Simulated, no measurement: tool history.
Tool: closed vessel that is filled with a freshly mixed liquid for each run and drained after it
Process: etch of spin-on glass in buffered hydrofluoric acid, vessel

run  hour  temperature setpoint of the liquid (K)  parts of 40 % ammonium fluoride to one part of 49 % hydrofluoric acid (parts by volume)  time in the liquid (s)  thickness taken off the spin-on glass on a monitor wafer (angstrom)
  1     0                                  293.15                                                                                     15.5                      30                                                               584.57
  2   5.4                                  295.65                                                                                     15.5                      30                                                               673.29
  3   8.1                                  297.15                                                                                     15.5                      30                                                               727.47
  4    13                                  297.15                                                                                     15.5                      30                                                               727.39
  5  20.6                                  298.15                                                                                     15.5                      30                                                               769.25
  6  27.1                                  299.15                                                                                     15.5                      30                                                               816.85
  7  31.4                                  299.65                                                                                     15.5                      30                                                               831.57
  8  39.2                                  300.15                                                                                     15.5                      30                                                               854.69

Run 9 comes next. What will it give?
  9  46.6                                  300.15                                                                                     15.5                      30                                                                    ?

thickness taken off the spin-on glass on a monitor wafer (angstrom): 862.39
